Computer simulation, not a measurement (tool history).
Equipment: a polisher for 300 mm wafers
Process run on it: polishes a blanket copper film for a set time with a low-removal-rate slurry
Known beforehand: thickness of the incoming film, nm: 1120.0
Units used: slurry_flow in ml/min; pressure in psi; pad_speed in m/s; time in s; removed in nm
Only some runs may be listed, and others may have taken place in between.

run	hour	slurry_flow	pressure	pad_speed	slurry_solids	time	removed
1	0	295	2.9	0.92	1	48	123.22
2	2.7	295	3.4	0.92	1	48	139.23
3	10.4	330	3.4	0.92	1	48	139.41
4	18	330	3.4	0.92	1	48	140.06
5	21.1	330	4	0.92	1	48	162.91
6	29	330	3.7	0.88	1	48	141.75

For run 7, what comes out?
7	35.9	330	3.5	0.84	1	48	?

Run 7 measured removed 133.77 nm.

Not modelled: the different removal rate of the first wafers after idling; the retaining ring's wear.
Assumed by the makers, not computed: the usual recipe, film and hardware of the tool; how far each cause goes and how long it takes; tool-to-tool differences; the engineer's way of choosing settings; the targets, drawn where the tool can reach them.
